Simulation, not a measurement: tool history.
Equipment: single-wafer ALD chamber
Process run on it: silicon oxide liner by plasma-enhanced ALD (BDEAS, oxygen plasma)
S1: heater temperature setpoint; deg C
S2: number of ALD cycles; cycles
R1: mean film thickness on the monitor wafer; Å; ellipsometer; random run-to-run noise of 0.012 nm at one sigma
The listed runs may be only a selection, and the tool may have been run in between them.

| run | hour | S1 | S2 | R1 |
|---|---|---|---|---|
| 1 | 0.0 | 310 | 62 | 53.776 |
| 2 | 2.6 | 306 | 62 | 54.086 |
| 3 | 11.4 | 309 | 59 | 51.352 |
| 4 | 20.3 | 312 | 57 | 49.346 |
| 5 | 24.6 | 312 | 54 | 46.461 |
| 6 | 30.0 | 313 | 54 | 46.675 |
| 7 | 37.2 | 314 | 54 | 46.596 |

Estimate the outcome of run 8 from the log above:
| 8 | 43.4 | 315 | 54 | ? |

R1: 46.517 Å
